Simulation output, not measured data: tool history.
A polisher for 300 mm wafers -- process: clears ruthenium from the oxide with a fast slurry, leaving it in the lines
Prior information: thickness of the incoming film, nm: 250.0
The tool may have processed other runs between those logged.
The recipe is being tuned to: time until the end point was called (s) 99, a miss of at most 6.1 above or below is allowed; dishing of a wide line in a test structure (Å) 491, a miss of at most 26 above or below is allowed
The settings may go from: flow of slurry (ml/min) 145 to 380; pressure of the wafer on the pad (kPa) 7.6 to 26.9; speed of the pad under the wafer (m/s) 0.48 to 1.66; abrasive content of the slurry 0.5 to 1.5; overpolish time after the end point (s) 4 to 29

run    day  flow of slurry (ml/min)  pressure of the wafer on the pad (kPa)  speed of the pad under the wafer (m/s)  abrasive content of the slurry  overpolish time after the end point (s)  time until the end point was called (s)  dishing of a wide line in a test structure (Å)
  1      0                      245                                    17.2                                    1.06                               1                                       15                                   72.461                                          440.29
  2  0.329                      245                                      20                                    1.06                               1                                       15                                   63.958                                          471.88
  3  0.608                      245                                    18.6                                    1.06                               1                                       16                                   68.743                                          479.92
  4  0.821                      245                                    18.6                                    1.06                               1                                       22                                   70.394                                          612.01
  5  1.021                      245                                    17.2                                    1.06                               1                                       22                                   73.092                                           591.8
  6  1.279                      245                                    17.2                                    1.06                               1                                       18                                   72.806                                          509.24
  7  1.621                      245                                    15.9                                    1.06                               1                                       19                                   77.168                                          494.12
  8  1.983                      245                                    15.2                                    1.06                               1                                       20                                   79.365                                          497.74
  9  2.096                      245                                    14.5                                    1.06                               1                                       21                                   86.196                                          492.44
 10  2.258                      245                                    13.8                                    1.06                               1                                       21                                   87.536                                          490.28
 11  2.504                      245                                    13.1                                    1.06                               1                                       21                                   88.485                                           459.1
 12   2.75                      245                                    13.1                                    1.06                               1                                       22                                    89.86                                          495.14

5 candidate next runs follow, results not yet known. Just one meets every target within its allowed miss. Identify it.
  A  2.996                      285                                    13.8                                    1.02                            1.05                                       21                                        ?                                               ?
  B  2.996                      250                                    13.1                                    0.94                            1.05                                       24                                        ?                                               ?
  C  2.996                      260                                    17.2                                     1.1                            0.75                                       20                                        ?                                               ?
  D  2.996                      220                                    10.3                                    1.14                            0.85                                       29                                        ?                                               ?
  E  2.996                      225                                    13.8                                    1.04                             1.2                                       21                                        ?                                               ?

move  time until the end point was called (s)  dishing of a wide line in a test structure (Å)
   A                                   88.149                                          481.75
   B                                   100.52                                          482.63
   C                                   81.198                                          495.29
   D                                    112.7                                          513.48
   E                                   83.175                                          505.53
A: further off than the last run
B: hits every target within its allowed miss
C: further off than the last run
D: pushes the last run's worst result past its target
E: further off than the last run
Answer: B
